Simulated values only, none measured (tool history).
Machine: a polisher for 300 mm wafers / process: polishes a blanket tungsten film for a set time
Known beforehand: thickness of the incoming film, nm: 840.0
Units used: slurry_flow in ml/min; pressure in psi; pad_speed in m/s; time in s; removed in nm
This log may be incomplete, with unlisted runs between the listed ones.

{"run": 1, "hour": 0.0, "slurry_flow": 300, "pressure": 3.3, "pad_speed": 1.42, "slurry_solids": 1.0, "time": 34, "removed": 174.29}
{"run": 2, "hour": 7.8, "slurry_flow": 300, "pressure": 3.1, "pad_speed": 1.42, "slurry_solids": 1.0, "time": 34, "removed": 158.62}
{"run": 3, "hour": 13.3, "slurry_flow": 300, "pressure": 3.1, "pad_speed": 1.42, "slurry_solids": 1.1, "time": 34, "removed": 166.2}
{"run": 4, "hour": 20.9, "slurry_flow": 300, "pressure": 3.1, "pad_speed": 1.42, "slurry_solids": 1.1, "time": 34, "removed": 166.77}
{"run": 5, "hour": 25.4, "slurry_flow": 300, "pressure": 3.0, "pad_speed": 1.42, "slurry_solids": 1.1, "time": 34, "removed": 158.91}
{"run": 6, "hour": 33.9, "slurry_flow": 300, "pressure": 3.0, "pad_speed": 1.42, "slurry_solids": 1.3, "time": 34, "removed": 167.77}

Run 7 comes next. What will it give?
{"run": 7, "hour": 38.0, "slurry_flow": 300, "pressure": 2.8, "pad_speed": 1.42, "slurry_solids": 1.3, "time": 34, "removed": "?"}

Run 7 produced removed 159.03 nm.
